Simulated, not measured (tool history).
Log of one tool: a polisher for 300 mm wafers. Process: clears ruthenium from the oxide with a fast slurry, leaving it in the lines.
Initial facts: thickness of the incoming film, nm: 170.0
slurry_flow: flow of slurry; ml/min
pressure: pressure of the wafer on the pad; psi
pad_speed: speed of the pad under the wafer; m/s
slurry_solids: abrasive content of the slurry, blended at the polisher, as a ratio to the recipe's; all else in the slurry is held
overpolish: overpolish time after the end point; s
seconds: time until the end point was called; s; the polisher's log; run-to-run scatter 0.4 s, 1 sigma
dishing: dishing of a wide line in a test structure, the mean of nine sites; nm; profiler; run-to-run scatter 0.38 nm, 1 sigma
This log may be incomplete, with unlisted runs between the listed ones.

run  hour  slurry_flow  pressure  pad_speed  slurry_solids  overpolish  seconds  dishing
  1   0.0          270       3.3       1.26            1.0          11   29.766   51.685
  2   1.0          270       3.3       1.26            1.0          10   29.801   47.253
  3   6.3          270       3.3       1.26            1.0           9   30.158   44.264
  4  11.5          270       3.3       1.26            0.8           9   35.071   37.340
  5  19.7          270       3.4       1.26            0.8           8   34.432   34.208
  6  23.7          270       3.4       1.26            0.8           4   33.980   17.956
  7  25.3          270       3.5       1.26            0.8           5   33.111   22.452
  8  28.9          270       3.6       1.26            0.8           5   32.262   23.652

Predict the results of run 9:
  9  37.2          270       3.7       1.24            0.8           5        ?        ?

Run 9 gave seconds 32.762 s, dishing 23.847 nm.
